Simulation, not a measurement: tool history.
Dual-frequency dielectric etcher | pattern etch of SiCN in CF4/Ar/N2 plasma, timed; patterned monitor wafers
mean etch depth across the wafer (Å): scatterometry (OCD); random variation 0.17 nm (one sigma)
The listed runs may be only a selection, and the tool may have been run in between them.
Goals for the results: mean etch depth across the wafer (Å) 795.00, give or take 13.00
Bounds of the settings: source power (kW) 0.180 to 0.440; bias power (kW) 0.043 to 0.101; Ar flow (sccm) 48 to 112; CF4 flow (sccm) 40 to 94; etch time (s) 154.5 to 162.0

run    day  source power (kW)  bias power (kW)  Ar flow (sccm)  CF4 flow (sccm)  etch time (s)  mean etch depth across the wafer (Å)
  1  0.000              0.310            0.072              80               67          154.5                                991.06
  2  0.346              0.310            0.072              80               59          154.5                                979.56
  3  0.525              0.290            0.072              80               59          154.5                                920.74
  4  0.712              0.290            0.072              80               50          154.5                                903.27
  5  0.996              0.290            0.078              80               50          154.5                                940.35
  6  1.288              0.280            0.078              80               50          154.5                                908.71
  7  1.367              0.270            0.078              80               50          154.5                                876.38
  8  1.596              0.230            0.078              80               50          154.5                                758.03

Pick the move, out of 4, that brings all results within their allowed miss; only one does.
  A  1.825              0.220            0.074              85               51          158.0                                     ?
  B  1.825              0.230            0.076              80               40          154.5                                     ?
  C  1.825              0.230            0.085              87               55          156.5                                     ?
  D  1.825              0.230            0.075              77               53          157.5                                     ?

move  mean etch depth across the wafer (Å)
   A                                723.99
   B                                733.18
   C                                796.42
   D                                767.82
A: its largest miss is bigger than the last run's
B: its largest miss is bigger than the last run's
C: all results land within tolerance of their targets
D: an improvement on the last run, though not all results are within tolerance
So the answer is move C, the one that meets all the targets.
